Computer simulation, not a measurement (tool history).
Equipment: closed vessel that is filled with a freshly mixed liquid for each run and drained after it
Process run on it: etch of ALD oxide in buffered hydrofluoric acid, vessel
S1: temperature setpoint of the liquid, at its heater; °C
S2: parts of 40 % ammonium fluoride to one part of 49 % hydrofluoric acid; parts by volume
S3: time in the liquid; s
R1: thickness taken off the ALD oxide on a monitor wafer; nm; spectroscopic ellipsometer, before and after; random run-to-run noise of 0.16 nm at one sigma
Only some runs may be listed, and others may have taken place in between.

{"run": 1, "hour": 0.0, "S1": 23, "S2": 13, "S3": 90, "R1": 73.328}
{"run": 2, "hour": 4.1, "S1": 21, "S2": 14, "S3": 90, "R1": 61.128}
{"run": 3, "hour": 9.9, "S1": 21, "S2": 13, "S3": 90, "R1": 65.71}
{"run": 4, "hour": 17.9, "S1": 21, "S2": 13, "S3": 90, "R1": 66.041}
{"run": 5, "hour": 21.0, "S1": 21, "S2": 13, "S3": 100, "R1": 73.077}
{"run": 6, "hour": 22.3, "S1": 19.5, "S2": 14.5, "S3": 100, "R1": 60.092}
{"run": 7, "hour": 29.8, "S1": 18.5, "S2": 15.5, "S3": 100, "R1": 53.372}
{"run": 8, "hour": 35.8, "S1": 18, "S2": 16.5, "S3": 100, "R1": 48.856}
{"run": 9, "hour": 42.0, "S1": 17.5, "S2": 17, "S3": 100, "R1": 46.178}
{"run": 10, "hour": 47.7, "S1": 17.5, "S2": 17.5, "S3": 100, "R1": 44.761}

Run 11 is up next; what results do you expect?
{"run": 11, "hour": 54.4, "S1": 17.5, "S2": 18, "S3": 100, "R1": "?"}

R1: 43.549 nm

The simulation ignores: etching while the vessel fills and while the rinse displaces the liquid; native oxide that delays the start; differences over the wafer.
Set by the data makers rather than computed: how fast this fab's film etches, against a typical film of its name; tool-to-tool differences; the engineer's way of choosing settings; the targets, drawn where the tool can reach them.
